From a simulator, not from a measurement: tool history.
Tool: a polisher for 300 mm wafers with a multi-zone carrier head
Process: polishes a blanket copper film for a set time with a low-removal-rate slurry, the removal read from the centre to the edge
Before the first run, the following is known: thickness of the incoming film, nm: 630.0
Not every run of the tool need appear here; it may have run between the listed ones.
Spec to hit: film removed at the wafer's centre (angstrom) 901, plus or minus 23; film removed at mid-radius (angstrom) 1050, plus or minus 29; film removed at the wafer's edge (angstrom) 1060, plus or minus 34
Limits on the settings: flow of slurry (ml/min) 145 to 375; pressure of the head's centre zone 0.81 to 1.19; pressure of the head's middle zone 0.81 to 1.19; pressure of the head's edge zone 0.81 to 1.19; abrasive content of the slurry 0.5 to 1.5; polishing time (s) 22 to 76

run	hour	flow of slurry (ml/min)	pressure of the head's centre zone	pressure of the head's middle zone	pressure of the head's edge zone	abrasive content of the slurry	polishing time (s)	film removed at the wafer's centre (angstrom)	film removed at mid-radius (angstrom)	film removed at the wafer's edge (angstrom)
1	0	240	1	1	1	1	49	935.64	917.25	934.95
2	6.5	250	0.98	1.02	1.03	1.05	49	939.1	946.84	971.21
3	10.6	255	0.96	1.04	1.05	1.05	49	904.84	963.18	953.86
4	19.6	255	0.96	1.04	0.97	1.05	49	918.58	973.75	932.98
5	22.3	255	0.96	1.04	0.97	1.05	43	805.54	839.65	821.3
6	23.2	255	0.96	1.04	0.97	1.05	37	693.23	730.17	686.62
7	26.2	245	0.95	1.05	1	1.15	40	749.64	812.16	793.33
8	30.4	230	0.96	1.07	1.03	1.25	41	797.83	850.11	839.5
9	33	225	0.95	1.09	1.06	1.3	42	823.54	869.65	866.94
10	36.6	295	0.85	1.18	1.16	1.5	48	914.5	1126.6	1107.4

Which of these 4 next moves meets every target?
A	40.2	320	0.84	1.12	1.19	1.5	48	?	?	?
B	40.2	285	0.88	1.11	1.15	1.45	47	?	?	?
C	40.2	270	0.85	1.1	1.19	1.5	50	?	?	?
D	40.2	300	0.86	1.17	1.18	1.4	49	?	?	?

move	film removed at the wafer's centre (angstrom)	film removed at mid-radius (angstrom)	film removed at the wafer's edge (angstrom)
A	898.7	1117.8	1140.2
B	897.65	1067.3	1078.3
C	929.98	1134	1174.4
D	913.35	1144.4	1131.7
A: closes in on the targets versus the last run, not all within tolerance yet
B: all results land within tolerance of their targets
C: further off than the last run
D: further off than the last run
B is the move that brings every result within its allowed miss.
